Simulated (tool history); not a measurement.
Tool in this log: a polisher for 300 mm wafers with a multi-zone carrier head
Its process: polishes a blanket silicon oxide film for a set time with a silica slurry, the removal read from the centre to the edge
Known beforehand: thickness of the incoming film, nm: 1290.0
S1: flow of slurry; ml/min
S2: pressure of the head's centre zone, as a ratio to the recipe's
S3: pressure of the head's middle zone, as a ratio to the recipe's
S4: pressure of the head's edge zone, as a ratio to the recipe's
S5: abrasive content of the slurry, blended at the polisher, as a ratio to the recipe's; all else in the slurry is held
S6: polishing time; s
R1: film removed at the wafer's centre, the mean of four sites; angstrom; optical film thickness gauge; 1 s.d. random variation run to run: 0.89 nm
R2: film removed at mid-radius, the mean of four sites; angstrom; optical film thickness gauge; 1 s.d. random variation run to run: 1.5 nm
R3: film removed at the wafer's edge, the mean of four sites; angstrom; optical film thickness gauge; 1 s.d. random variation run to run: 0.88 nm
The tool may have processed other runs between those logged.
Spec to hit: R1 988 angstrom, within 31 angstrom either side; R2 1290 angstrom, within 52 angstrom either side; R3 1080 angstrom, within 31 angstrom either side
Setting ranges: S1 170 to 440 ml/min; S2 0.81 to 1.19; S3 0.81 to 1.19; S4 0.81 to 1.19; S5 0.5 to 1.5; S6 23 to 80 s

Run 1, day 0: S1 280 ml/min, S2 1, S3 1, S4 1, S5 1, S6 51 s. Result: R1 1911.5 angstrom, R2 1931 angstrom, R3 1921.2 angstrom.
Run 2, day 0.362: S1 280 ml/min, S2 1, S3 1, S4 1, S5 1, S6 57 s. Result: R1 2138.2 angstrom, R2 2103.7 angstrom, R3 2127.6 angstrom.
Run 3, day 0.542: S1 280 ml/min, S2 1.04, S3 1, S4 1, S5 1, S6 57 s. Result: R1 2275 angstrom, R2 2107.9 angstrom, R3 2143.8 angstrom.
Run 4, day 0.658: S1 280 ml/min, S2 1.04, S3 1, S4 0.92, S5 1, S6 57 s. Result: R1 2236 angstrom, R2 2124.8 angstrom, R3 2039.2 angstrom.
Run 5, day 0.933: S1 275 ml/min, S2 1.01, S3 1.01, S4 0.9, S5 0.9, S6 53 s. Result: R1 1898.1 angstrom, R2 1870.3 angstrom, R3 1755.9 angstrom.
Run 6, day 1.092: S1 275 ml/min, S2 1.01, S3 1.01, S4 0.9, S5 0.9, S6 41 s. Result: R1 1442.6 angstrom, R2 1410.2 angstrom, R3 1361 angstrom.
Run 7, day 1.35: S1 270 ml/min, S2 0.97, S3 1.03, S4 0.88, S5 0.85, S6 41 s. Result: R1 1343.3 angstrom, R2 1396.1 angstrom, R3 1276.4 angstrom.
Run 8, day 1.692: S1 260 ml/min, S2 0.94, S3 1.04, S4 0.89, S5 0.8, S6 41 s. Result: R1 1234 angstrom, R2 1340.3 angstrom, R3 1231.7 angstrom.
Run 9, day 1.938: S1 225 ml/min, S2 0.84, S3 1.13, S4 0.81, S5 0.65, S6 41 s. Result: R1 887.32 angstrom, R2 1150.2 angstrom, R3 955.65 angstrom.
Run 10, day 2.288: S1 305 ml/min, S2 0.85, S3 1.15, S4 0.9, S5 0.65, S6 41 s. Result: R1 933.38 angstrom, R2 1202.8 angstrom, R3 1021.4 angstrom.
Run 11, day 2.508: S1 305 ml/min, S2 0.85, S3 1.16, S4 0.91, S5 0.65, S6 41 s. Result: R1 950.71 angstrom, R2 1195.1 angstrom, R3 1027.8 angstrom.
Run 12, day 2.688: S1 350 ml/min, S2 0.83, S3 1.19, S4 0.91, S5 0.75, S6 41 s. Result: R1 1068.3 angstrom, R2 1445.1 angstrom, R3 1190 angstrom.
Run 13, day 2.967: S1 335 ml/min, S2 0.83, S3 1.18, S4 0.91, S5 0.75, S6 41 s. Result: R1 1077 angstrom, R2 1405.5 angstrom, R3 1198.7 angstrom.
Run 14, day 3.246: S1 325 ml/min, S2 0.81, S3 1.17, S4 0.83, S5 0.6, S6 41 s. Result: R1 829.39 angstrom, R2 1141.8 angstrom, R3 910.14 angstrom.
Run 15, day 3.458: S1 330 ml/min, S2 0.82, S3 1.17, S4 0.85, S5 0.6, S6 41 s. Result: R1 837.63 angstrom, R2 1128.7 angstrom, R3 926.99 angstrom.
Run 16, day 3.671: S1 330 ml/min, S2 0.83, S3 1.17, S4 0.86, S5 0.6, S6 41 s. Result: R1 839.8 angstrom, R2 1147.7 angstrom, R3 927.59 angstrom.
Run 17, day 3.971: S1 340 ml/min, S2 0.84, S3 1.17, S4 0.88, S5 0.6, S6 41 s. Result: R1 861.1 angstrom, R2 1145.2 angstrom, R3 939.65 angstrom.
Run 18, day 4.283: S1 345 ml/min, S2 0.84, S3 1.17, S4 0.89, S5 0.6, S6 41 s. Result: R1 857.36 angstrom, R2 1143.2 angstrom, R3 960.3 angstrom.
Run 19, day 4.525: S1 345 ml/min, S2 0.85, S3 1.18, S4 0.9, S5 0.65, S6 41 s. Result: R1 952.01 angstrom, R2 1258.9 angstrom, R3 1031.2 angstrom.
Run 20, day 4.704: S1 345 ml/min, S2 0.85, S3 1.18, S4 0.91, S5 0.65, S6 41 s. Result: R1 938.35 angstrom, R2 1218.6 angstrom, R3 1052.5 angstrom.
Run 21, day 5.025: S1 345 ml/min, S2 0.85, S3 1.18, S4 0.9, S5 0.65, S6 41 s. Result: R1 935.42 angstrom, R2 1267.3 angstrom, R3 1040.4 angstrom.
Run 22, day 5.1: S1 345 ml/min, S2 0.85, S3 1.18, S4 0.9, S5 0.65, S6 41 s. Result: R1 951.77 angstrom, R2 1254.2 angstrom, R3 1032.6 angstrom.

Which one of the following 4 next-run settings gets every result inside its allowed miss? There is exactly one.
Run A, day 5.175: S1 305 ml/min, S2 0.9, S3 1.14, S4 0.98, S5 0.55, S6 50 s. Result: R1 ?, R2 ?, R3 ?.
Run B, day 5.175: S1 265 ml/min, S2 0.98, S3 1.12, S4 0.9, S5 0.75, S6 36 s. Result: R1 ?, R2 ?, R3 ?.
Run C, day 5.175: S1 410 ml/min, S2 0.86, S3 1.19, S4 0.94, S5 0.6, S6 45 s. Result: R1 ?, R2 ?, R3 ?.
Run D, day 5.175: S1 360 ml/min, S2 0.93, S3 1.13, S4 0.93, S5 0.6, S6 43 s. Result: R1 ?, R2 ?, R3 ?.

move      R1      R2      R3
   A  994.37  1208.7  1065.5
   B  1076.5  1185.2  1023.1
   C  983.34  1293.4  1071.4
   D  1004.8  1171.3  1011.2
A: brings the last run's worst result on target, with another outside its allowed miss
B: moves away from the targets compared with the last run
C: every result within its allowed miss
D: moves away from the targets compared with the last run
So the answer is move C, the one that meets all the targets.
